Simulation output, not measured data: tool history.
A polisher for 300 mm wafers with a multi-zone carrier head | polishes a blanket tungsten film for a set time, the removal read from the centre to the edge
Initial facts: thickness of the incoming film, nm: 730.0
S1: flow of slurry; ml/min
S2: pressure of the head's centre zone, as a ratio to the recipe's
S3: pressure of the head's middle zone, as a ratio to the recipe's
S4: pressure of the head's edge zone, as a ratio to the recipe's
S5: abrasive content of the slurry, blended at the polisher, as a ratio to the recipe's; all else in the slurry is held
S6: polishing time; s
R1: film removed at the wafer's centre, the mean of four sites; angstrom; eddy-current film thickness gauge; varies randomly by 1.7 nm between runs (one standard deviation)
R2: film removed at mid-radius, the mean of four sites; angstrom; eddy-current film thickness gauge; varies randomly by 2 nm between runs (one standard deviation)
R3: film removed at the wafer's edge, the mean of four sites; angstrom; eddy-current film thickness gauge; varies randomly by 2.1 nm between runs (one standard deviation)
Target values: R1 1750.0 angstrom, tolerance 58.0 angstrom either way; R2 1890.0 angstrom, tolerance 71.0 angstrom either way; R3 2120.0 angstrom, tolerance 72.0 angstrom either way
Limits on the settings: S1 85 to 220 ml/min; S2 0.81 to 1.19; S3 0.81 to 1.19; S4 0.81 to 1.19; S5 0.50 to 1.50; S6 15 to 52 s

Run 1, day 0.000: S1 140 ml/min, S2 1.00, S3 1.00, S4 1.00, S5 1.00, S6 33 s. Result: R1 2975.4 angstrom, R2 3106.6 angstrom, R3 2960.5 angstrom.
Run 2, day 0.229: S1 140 ml/min, S2 1.00, S3 1.00, S4 1.07, S5 1.00, S6 33 s. Result: R1 3006.8 angstrom, R2 3092.3 angstrom, R3 3089.5 angstrom.
Run 3, day 0.412: S1 140 ml/min, S2 1.00, S3 0.93, S4 1.07, S5 1.00, S6 33 s. Result: R1 2982.2 angstrom, R2 2857.6 angstrom, R3 3105.9 angstrom.
Run 4, day 0.583: S1 140 ml/min, S2 1.00, S3 0.93, S4 1.07, S5 1.00, S6 36 s. Result: R1 3245.9 angstrom, R2 3119.4 angstrom, R3 3358.6 angstrom.
Run 5, day 0.608: S1 110 ml/min, S2 1.00, S3 0.93, S4 1.07, S5 1.00, S6 36 s. Result: R1 3017.4 angstrom, R2 3012.0 angstrom, R3 3223.8 angstrom.
At day 0.762: edge zone pressure recalibrated.
Run 6, day 0.762: S1 105 ml/min, S2 0.97, S3 0.91, S4 1.06, S5 0.90, S6 34 s. Result: R1 2665.3 angstrom, R2 2674.7 angstrom, R3 3005.7 angstrom.
Run 7, day 0.950: S1 105 ml/min, S2 0.96, S3 0.91, S4 1.03, S5 0.80, S6 32 s. Result: R1 2342.0 angstrom, R2 2362.3 angstrom, R3 2658.7 angstrom.
Run 8, day 1.321: S1 105 ml/min, S2 0.96, S3 0.91, S4 1.03, S5 0.80, S6 32 s. Result: R1 2359.6 angstrom, R2 2379.7 angstrom, R3 2665.8 angstrom.
Run 9, day 1.508: S1 105 ml/min, S2 0.94, S3 0.90, S4 1.00, S5 0.75, S6 32 s. Result: R1 2232.7 angstrom, R2 2309.1 angstrom, R3 2541.1 angstrom.
Run 10, day 1.825: S1 105 ml/min, S2 0.94, S3 0.90, S4 1.00, S5 0.75, S6 32 s. Result: R1 2268.8 angstrom, R2 2336.5 angstrom, R3 2587.7 angstrom.
Run 11, day 2.088: S1 90 ml/min, S2 0.84, S3 0.83, S4 0.90, S5 0.50, S6 29 s. Result: R1 1433.6 angstrom, R2 1507.6 angstrom, R3 1781.6 angstrom.
Run 12, day 2.129: S1 105 ml/min, S2 0.84, S3 0.84, S4 0.92, S5 0.50, S6 29 s. Result: R1 1516.4 angstrom, R2 1616.2 angstrom, R3 1830.8 angstrom.
Run 13, day 2.267: S1 145 ml/min, S2 0.82, S3 0.82, S4 1.02, S5 0.65, S6 29 s. Result: R1 1810.2 angstrom, R2 1968.3 angstrom, R3 2326.5 angstrom.
Run 14, day 2.308: S1 140 ml/min, S2 0.82, S3 0.83, S4 1.00, S5 0.65, S6 29 s. Result: R1 1803.8 angstrom, R2 1946.4 angstrom, R3 2255.3 angstrom.

Which of these 4 next moves meets every target?
Run A, day 2.350: S1 90 ml/min, S2 0.83, S3 0.81, S4 1.01, S5 0.85, S6 26 s. Result: R1 ?, R2 ?, R3 ?.
Run B, day 2.350: S1 125 ml/min, S2 0.83, S3 0.81, S4 1.16, S5 0.80, S6 25 s. Result: R1 ?, R2 ?, R3 ?.
Run C, day 2.350: S1 100 ml/min, S2 0.81, S3 0.81, S4 1.10, S5 0.55, S6 31 s. Result: R1 ?, R2 ?, R3 ?.
Run D, day 2.350: S1 90 ml/min, S2 0.85, S3 0.84, S4 0.88, S5 0.55, S6 33 s. Result: R1 ?, R2 ?, R3 ?.

move      R1      R2      R3
   A  1594.8  1731.8  2132.8
   B  1642.8  1762.1  2264.8
   C  1585.4  1756.7  2233.9
   D  1715.7  1873.5  2102.5
A: corrects the largest miss of the last run, while another result sits out of spec
B: misses by more than the last run did
C: misses by more than the last run did
D: hits every target within its allowed miss
D is the move that brings every result within its allowed miss.
